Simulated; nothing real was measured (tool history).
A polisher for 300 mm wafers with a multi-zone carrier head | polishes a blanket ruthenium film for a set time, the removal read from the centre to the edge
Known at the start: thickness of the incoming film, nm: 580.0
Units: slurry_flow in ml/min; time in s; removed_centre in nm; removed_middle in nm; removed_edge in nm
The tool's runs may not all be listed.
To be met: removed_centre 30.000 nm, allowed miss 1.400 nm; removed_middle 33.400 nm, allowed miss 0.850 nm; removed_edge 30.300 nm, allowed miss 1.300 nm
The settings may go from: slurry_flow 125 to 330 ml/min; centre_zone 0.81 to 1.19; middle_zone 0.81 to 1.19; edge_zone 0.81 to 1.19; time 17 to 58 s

run  hour  slurry_flow  centre_zone  middle_zone  edge_zone  time  removed_centre  removed_middle  removed_edge
  1   0.0          210         1.00         1.00       1.00    37          36.855          36.659        38.954
  2   2.6          205         0.99         1.02       0.96    36          35.045          36.663        36.278
  3   4.2          205         0.99         0.98       0.96    36          35.533          35.282        36.021
  4  10.7          195         0.97         0.98       0.94    36          34.478          35.291        35.233
  5  15.0          170         0.97         0.98       0.94    36          33.622          34.291        35.058
  6  21.8          165         0.96         0.98       0.91    36          33.584          34.308        35.005
  7  26.9          175         0.95         0.98       0.89    35          31.853          33.891        33.728
  8  31.1          180         0.96         0.99       0.87    34          32.590          33.058        33.021

Which of these 5 next moves meets every target?
  A  35.3          205         0.94         0.96       1.06    34               ?               ?             ?
  B  35.3          295         1.11         1.03       0.88    31               ?               ?             ?
  C  35.3          185         0.93         0.87       0.95    38               ?               ?             ?
  D  35.3          255         0.93         1.05       0.85    31               ?               ?             ?
  E  35.3          135         0.81         0.91       1.16    38               ?               ?             ?

move  removed_centre  removed_middle  removed_edge
   A          32.618          32.736        35.214
   B          36.339          33.045        30.327
   C          35.472          33.210        36.954
   D          30.394          33.106        29.502
   E          29.368          32.563        39.124
A: further off than the last run
B: brings the result that was furthest off to its target, and leaves another outside
C: further off than the last run
D: meets every target
E: further off than the last run
The right move is D.
